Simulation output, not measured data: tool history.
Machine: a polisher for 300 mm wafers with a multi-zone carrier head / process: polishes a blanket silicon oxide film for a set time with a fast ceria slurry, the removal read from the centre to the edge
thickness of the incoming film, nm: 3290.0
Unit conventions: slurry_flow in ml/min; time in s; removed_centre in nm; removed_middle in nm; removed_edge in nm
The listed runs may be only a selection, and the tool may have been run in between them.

run	hour	slurry_flow	centre_zone	middle_zone	edge_zone	time	removed_centre	removed_middle	removed_edge
1	0	125	1	1	1	71	954.57	964.02	964.98
2	4.6	125	0.94	1	1	71	905.18	972.97	969.61
3	8.6	125	0.94	1	1.07	71	909.15	970.59	987.76
4	10.8	125	0.94	1	1.07	58	726.72	760.71	818.76
5	17	125	0.94	1	1.07	40	512.53	535.72	551.94
6	25.5	140	0.98	1	1.1	44	591.31	596.99	629.87

Run 7 comes next. What will it give?
7	30.6	175	1.08	1.01	1.19	45	?	?	?

removed_centre: 712.85 nm
removed_middle: 646.69 nm
removed_edge: 673.07 nm
